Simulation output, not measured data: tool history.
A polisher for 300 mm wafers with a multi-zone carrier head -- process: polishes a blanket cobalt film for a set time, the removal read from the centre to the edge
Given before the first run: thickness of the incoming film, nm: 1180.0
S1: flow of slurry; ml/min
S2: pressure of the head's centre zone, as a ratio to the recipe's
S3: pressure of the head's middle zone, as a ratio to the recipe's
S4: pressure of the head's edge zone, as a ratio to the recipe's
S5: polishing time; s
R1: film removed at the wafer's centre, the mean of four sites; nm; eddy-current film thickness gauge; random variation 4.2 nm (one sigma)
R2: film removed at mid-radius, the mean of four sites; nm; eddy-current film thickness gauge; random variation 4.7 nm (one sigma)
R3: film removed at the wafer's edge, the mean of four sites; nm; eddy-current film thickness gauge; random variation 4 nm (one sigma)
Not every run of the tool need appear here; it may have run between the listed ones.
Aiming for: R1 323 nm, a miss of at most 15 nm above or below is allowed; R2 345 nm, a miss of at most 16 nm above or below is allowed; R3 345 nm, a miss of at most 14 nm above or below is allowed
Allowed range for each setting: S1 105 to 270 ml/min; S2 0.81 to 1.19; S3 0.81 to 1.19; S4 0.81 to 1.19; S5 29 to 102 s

Run 1, day 0: S1 175 ml/min, S2 1, S3 1, S4 1, S5 65 s. Result: R1 220.39 nm, R2 232.96 nm, R3 238.98 nm.
Run 2, day 0.188: S1 175 ml/min, S2 1, S3 1.08, S4 1, S5 65 s. Result: R1 219.05 nm, R2 240.19 nm, R3 237.59 nm.
Run 3, day 0.429: S1 180 ml/min, S2 1.01, S3 1.09, S4 1.02, S5 69 s. Result: R1 236.99 nm, R2 265.22 nm, R3 257.48 nm.
Run 4, day 0.696: S1 200 ml/min, S2 1.01, S3 1.09, S4 1.02, S5 69 s. Result: R1 238.08 nm, R2 269.5 nm, R3 260.14 nm.
Run 5, day 0.921: S1 200 ml/min, S2 1.01, S3 1.09, S4 0.95, S5 69 s. Result: R1 238.79 nm, R2 264.97 nm, R3 241.46 nm.
Run 6, day 1.108: S1 185 ml/min, S2 1.01, S3 1.09, S4 0.95, S5 69 s. Result: R1 239.39 nm, R2 269.39 nm, R3 249.67 nm.
Run 7, day 1.221: S1 180 ml/min, S2 1.02, S3 1.09, S4 0.97, S5 72 s. Result: R1 248.64 nm, R2 276.54 nm, R3 259.19 nm.
Run 8, day 1.321: S1 180 ml/min, S2 1.04, S3 1.09, S4 1, S5 75 s. Result: R1 260.19 nm, R2 289.01 nm, R3 274.78 nm.
At day 1.621: centre zone pressure recalibrated.
Run 9, day 1.621: S1 180 ml/min, S2 1.06, S3 1.09, S4 1.02, S5 77 s. Result: R1 295.31 nm, R2 295.28 nm, R3 287.32 nm.
Run 10, day 1.979: S1 180 ml/min, S2 1.06, S3 1.1, S4 1.04, S5 78 s. Result: R1 301.45 nm, R2 299.09 nm, R3 292.04 nm.

Which one of the following 4 next-run settings gets every result inside its allowed miss? There is exactly one.
Run A, day 2.338: S1 190 ml/min, S2 0.96, S3 1.1, S4 1.14, S5 99 s. Result: R1 ?, R2 ?, R3 ?.
Run B, day 2.338: S1 155 ml/min, S2 0.99, S3 1.09, S4 1.09, S5 91 s. Result: R1 ?, R2 ?, R3 ?.
Run C, day 2.338: S1 180 ml/min, S2 0.99, S3 1.11, S4 1.1, S5 99 s. Result: R1 ?, R2 ?, R3 ?.
Run D, day 2.338: S1 190 ml/min, S2 0.91, S3 1.14, S4 0.91, S5 98 s. Result: R1 ?, R2 ?, R3 ?.

move      R1      R2      R3
   A  352.21  386.35  387.19
   B  324.37  343.83  341.39
   C  360.65  386.17  378.32
   D  330.42  392.31  343.26
A: takes the result that was furthest off past its target
B: in spec on every target
C: takes the result that was furthest off past its target
D: the furthest-off result lands on target, but another misses its tolerance
B is the move that brings every result within its allowed miss.
